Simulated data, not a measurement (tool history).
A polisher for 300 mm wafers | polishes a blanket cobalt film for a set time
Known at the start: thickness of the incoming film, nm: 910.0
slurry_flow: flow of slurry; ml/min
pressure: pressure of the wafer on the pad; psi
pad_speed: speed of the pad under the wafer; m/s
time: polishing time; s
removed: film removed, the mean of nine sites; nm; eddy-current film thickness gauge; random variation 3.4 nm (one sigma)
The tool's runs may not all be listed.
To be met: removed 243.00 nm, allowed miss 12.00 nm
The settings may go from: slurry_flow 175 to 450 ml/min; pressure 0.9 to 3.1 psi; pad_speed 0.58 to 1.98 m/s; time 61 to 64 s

{"run": 1, "hour": 0.0, "slurry_flow": 290, "pressure": 2.0, "pad_speed": 1.28, "time": 61, "removed": 361.22}
{"run": 2, "hour": 3.6, "slurry_flow": 290, "pressure": 2.0, "pad_speed": 1.04, "time": 61, "removed": 294.47}
{"run": 3, "hour": 8.2, "slurry_flow": 290, "pressure": 2.0, "pad_speed": 1.04, "time": 64, "removed": 310.87}
{"run": 4, "hour": 9.5, "slurry_flow": 290, "pressure": 2.3, "pad_speed": 1.04, "time": 64, "removed": 350.33}
{"run": 5, "hour": 12.1, "slurry_flow": 360, "pressure": 2.3, "pad_speed": 1.04, "time": 64, "removed": 359.4}
{"run": 6, "hour": 15.7, "slurry_flow": 360, "pressure": 2.2, "pad_speed": 1.04, "time": 64, "removed": 344.95}
{"run": 7, "hour": 23.3, "slurry_flow": 360, "pressure": 2.1, "pad_speed": 1.04, "time": 64, "removed": 332.17}
{"run": 8, "hour": 23.8, "slurry_flow": 360, "pressure": 2.0, "pad_speed": 1.04, "time": 64, "removed": 309.43}
{"run": 9, "hour": 32.7, "slurry_flow": 360, "pressure": 1.9, "pad_speed": 1.04, "time": 64, "removed": 296.63}
{"run": 10, "hour": 35.7, "slurry_flow": 360, "pressure": 1.8, "pad_speed": 1.04, "time": 64, "removed": 282.13}

5 next moves are on the table. One of them brings every result within its allowed miss. Which?
{"run": "A", "hour": 38.7, "slurry_flow": 425, "pressure": 2.1, "pad_speed": 1.14, "time": 64, "removed": "?"}
{"run": "B", "hour": 38.7, "slurry_flow": 355, "pressure": 1.8, "pad_speed": 0.92, "time": 62, "removed": "?"}
{"run": "C", "hour": 38.7, "slurry_flow": 280, "pressure": 1.6, "pad_speed": 0.88, "time": 63, "removed": "?"}
{"run": "D", "hour": 38.7, "slurry_flow": 380, "pressure": 2.0, "pad_speed": 0.92, "time": 64, "removed": "?"}
{"run": "E", "hour": 38.7, "slurry_flow": 360, "pressure": 1.9, "pad_speed": 1.16, "time": 64, "removed": "?"}

move=A removed=368.47
move=B removed=246.80
move=C removed=209.83
move=D removed=283.63
move=E removed=335.96
A: further off than the last run
B: meets every target
C: takes the result that was furthest off past its target
D: as far off as the last run
E: further off than the last run
The right move is B.
